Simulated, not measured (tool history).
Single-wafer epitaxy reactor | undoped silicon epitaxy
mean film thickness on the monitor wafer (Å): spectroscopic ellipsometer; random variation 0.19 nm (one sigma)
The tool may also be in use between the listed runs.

run  hour  wafer temperature setpoint (pyrometer-controlled) (K)  deposition time (s)  mean film thickness on the monitor wafer (Å)
  1     0                                                 928.15                  390                                        727.52
  2   2.3                                                 939.15                  390                                        891.38
  3  10.6                                                 931.15                  369                                        723.27
  4  14.4                                                 925.15                  354                                        617.52
  5  22.6                                                 925.15                  384                                        674.39
  6  26.2                                                 920.15                  366                                         582.8

Run 7 comes next. What will it give?
  7  29.4                                                 916.15                  352                                             ?

Run 7 gave mean film thickness on the monitor wafer (Å) 520.48.

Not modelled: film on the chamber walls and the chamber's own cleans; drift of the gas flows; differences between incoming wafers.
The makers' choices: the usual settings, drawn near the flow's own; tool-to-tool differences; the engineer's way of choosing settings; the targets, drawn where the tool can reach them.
